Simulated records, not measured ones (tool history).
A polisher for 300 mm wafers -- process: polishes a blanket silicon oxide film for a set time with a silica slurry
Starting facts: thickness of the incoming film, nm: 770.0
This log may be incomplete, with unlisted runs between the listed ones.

run    day  flow of slurry (ml/min)  pressure of the wafer on the pad (psi)  speed of the pad under the wafer (cm/s)  abrasive content of the slurry  polishing time (s)  film removed (nm)
  1  0.000                      255                                     4.3                                      140                             1.0                  97             354.20
  2  0.354                      300                                     4.3                                      140                             1.0                  97             365.76
  3  0.492                      300                                     4.7                                      140                             1.0                  97             387.94
  4  0.725                      300                                     4.2                                      138                             1.0                  97             357.32
  5  0.938                      290                                     3.8                                      136                             1.0                  97             314.55
  6  1.283                      290                                     3.8                                      106                             1.0                  97             261.70
  7  1.533                      270                                     2.8                                      106                             1.0                  97             202.13
  8  1.904                      275                                     2.8                                      106                             1.0                  97             204.37

Forecast run 9:
  9  2.204                      280                                     2.8                                      106                             1.0                  97                  ?

Run 9 produced film removed (nm) 204.83.
